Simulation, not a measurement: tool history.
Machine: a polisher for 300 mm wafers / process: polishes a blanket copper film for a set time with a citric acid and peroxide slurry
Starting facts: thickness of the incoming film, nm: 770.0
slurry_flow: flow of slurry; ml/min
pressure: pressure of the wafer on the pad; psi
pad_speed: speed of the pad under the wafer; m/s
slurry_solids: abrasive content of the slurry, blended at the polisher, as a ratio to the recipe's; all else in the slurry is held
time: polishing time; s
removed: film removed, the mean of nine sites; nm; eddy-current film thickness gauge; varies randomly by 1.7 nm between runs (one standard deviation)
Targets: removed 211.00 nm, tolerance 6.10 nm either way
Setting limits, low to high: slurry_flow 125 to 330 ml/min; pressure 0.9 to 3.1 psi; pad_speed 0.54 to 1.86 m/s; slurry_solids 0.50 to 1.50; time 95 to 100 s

run 1 day=0.000 | slurry_flow=210 pressure=2.0 pad_speed=1.18 slurry_solids=1.00 time=95 | removed=139.50
run 2 day=0.283 | slurry_flow=210 pressure=2.0 pad_speed=1.18 slurry_solids=1.00 time=100 | removed=147.77
run 3 day=0.638 | slurry_flow=210 pressure=2.0 pad_speed=1.32 slurry_solids=1.00 time=100 | removed=158.68
run 4 day=0.954 | slurry_flow=215 pressure=2.2 pad_speed=1.32 slurry_solids=1.00 time=100 | removed=172.08
run 5 day=1.146 | slurry_flow=215 pressure=2.2 pad_speed=1.14 slurry_solids=1.00 time=100 | removed=156.89
run 6 day=1.304 | slurry_flow=215 pressure=2.4 pad_speed=1.14 slurry_solids=1.00 time=100 | removed=172.17
run 7 day=1.433 | slurry_flow=215 pressure=2.5 pad_speed=1.14 slurry_solids=1.00 time=100 | removed=176.96
run 8 day=1.738 | slurry_flow=220 pressure=2.6 pad_speed=1.14 slurry_solids=1.00 time=100 | removed=184.74
run 9 day=1.833 | slurry_flow=220 pressure=2.7 pad_speed=1.14 slurry_solids=1.00 time=100 | removed=192.46
run 10 day=2.025 | slurry_flow=220 pressure=2.8 pad_speed=1.14 slurry_solids=1.00 time=100 | removed=198.21
run 11 day=2.317 | slurry_flow=225 pressure=2.8 pad_speed=1.14 slurry_solids=1.00 time=100 | removed=200.50

Exercise: of the 4 proposed moves below, exactly one satisfies all targets within the stated allowed misses. Which move is it?
run A day=2.608 | slurry_flow=170 pressure=3.0 pad_speed=1.10 slurry_solids=0.95 time=95 | removed=?
run B day=2.608 | slurry_flow=270 pressure=3.1 pad_speed=1.18 slurry_solids=0.60 time=100 | removed=?
run C day=2.608 | slurry_flow=280 pressure=2.9 pad_speed=1.26 slurry_solids=0.90 time=100 | removed=?
run D day=2.608 | slurry_flow=245 pressure=2.8 pad_speed=1.14 slurry_solids=1.00 time=95 | removed=?

move=A removed=191.90
move=B removed=211.88
move=C removed=223.00
move=D removed=194.19
A: further off than the last run
B: all results land within tolerance of their targets
C: takes the biggest miss from the last run beyond its target
D: further off than the last run
Answer: B
